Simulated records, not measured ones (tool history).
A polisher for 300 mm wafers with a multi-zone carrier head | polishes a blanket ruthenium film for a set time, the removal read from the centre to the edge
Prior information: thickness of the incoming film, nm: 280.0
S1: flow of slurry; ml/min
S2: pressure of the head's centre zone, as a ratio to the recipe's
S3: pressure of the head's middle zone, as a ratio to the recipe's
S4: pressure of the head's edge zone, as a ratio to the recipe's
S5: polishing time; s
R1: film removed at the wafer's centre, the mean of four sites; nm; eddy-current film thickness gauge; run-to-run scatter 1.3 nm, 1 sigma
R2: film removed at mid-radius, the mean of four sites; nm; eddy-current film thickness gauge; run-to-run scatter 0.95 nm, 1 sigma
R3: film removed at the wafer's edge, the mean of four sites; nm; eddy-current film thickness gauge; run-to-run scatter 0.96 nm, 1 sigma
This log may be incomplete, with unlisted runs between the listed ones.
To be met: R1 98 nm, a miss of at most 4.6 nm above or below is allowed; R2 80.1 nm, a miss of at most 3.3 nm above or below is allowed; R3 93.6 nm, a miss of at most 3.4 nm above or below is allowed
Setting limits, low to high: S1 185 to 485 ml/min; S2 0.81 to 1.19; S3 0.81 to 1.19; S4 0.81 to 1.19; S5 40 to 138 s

run    day   S1    S2    S3    S4   S5      R1      R2      R3
  1      0  310     1     1     1   88  63.197  62.225  63.327
  2    0.3  310  1.04     1     1   88  65.305  60.657  62.854
  3  0.638  310  1.04  1.07     1   88  65.141  64.824  62.905
  4  0.904  310  1.05  1.06  1.02   92  67.107  65.837  66.776
  5  1.254  315  1.07  1.05  1.03   96  72.876  69.651  69.207
  6  1.321  315  1.07  1.05  0.98   96  70.871  69.614  69.082
  7  1.571  310  1.08  1.03  0.99  100  75.025  71.479  70.326
  8    1.7  400  1.03  0.93  1.09  125  91.154  81.777  95.088
  9  2.038  400  1.04  0.93  1.09  125  93.038  82.583  93.053

Which one of the following 4 next-run settings gets every result inside its allowed miss? There is exactly one.
  A  2.375  395  0.99  0.92  1.09  124   ?   ?   ?
  B  2.375  340     1  0.99  1.13  123   ?   ?   ?
  C  2.375  455  1.12  0.91  1.12  122   ?   ?   ?
  D  2.375  400     1  0.97  1.14  117   ?   ?   ?

move      R1      R2      R3
   A  88.031  82.322   94.82
   B  87.069  85.938  94.952
   C  96.478  80.922  95.239
   D  83.826  81.248   91.53
A: its largest miss is bigger than the last run's
B: its largest miss is bigger than the last run's
C: hits every target within its allowed miss
D: its largest miss is bigger than the last run's
C is the move that brings every result within its allowed miss.

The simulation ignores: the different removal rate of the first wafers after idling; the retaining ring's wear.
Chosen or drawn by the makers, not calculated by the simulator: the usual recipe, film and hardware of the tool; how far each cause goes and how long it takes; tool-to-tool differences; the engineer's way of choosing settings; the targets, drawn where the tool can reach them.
